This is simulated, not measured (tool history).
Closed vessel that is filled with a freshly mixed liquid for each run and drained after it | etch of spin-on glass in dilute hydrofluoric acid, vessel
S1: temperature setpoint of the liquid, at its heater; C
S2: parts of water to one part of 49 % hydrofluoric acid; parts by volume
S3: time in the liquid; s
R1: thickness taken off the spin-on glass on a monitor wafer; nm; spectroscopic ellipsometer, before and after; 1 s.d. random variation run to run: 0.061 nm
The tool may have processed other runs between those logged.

Run 1, hour 0: S1 25 C, S2 175 parts by volume, S3 120 s. Result: R1 17.047 nm.
Run 2, hour 6: S1 26 C, S2 175 parts by volume, S3 120 s. Result: R1 17.666 nm.
Run 3, hour 13.9: S1 28.5 C, S2 175 parts by volume, S3 120 s. Result: R1 19.339 nm.
Run 4, hour 14.9: S1 28.5 C, S2 215 parts by volume, S3 120 s. Result: R1 15.036 nm.
Run 5, hour 22.6: S1 29.5 C, S2 210 parts by volume, S3 120 s. Result: R1 16.013 nm.
Run 6, hour 24.7: S1 30.5 C, S2 210 parts by volume, S3 120 s. Result: R1 16.572 nm.

Run 7 is up next; what results do you expect?
Run 7, hour 26.2: S1 31 C, S2 210 parts by volume, S3 120 s. Result: R1 ?.

{"run 7": {"R1": 16.795}}
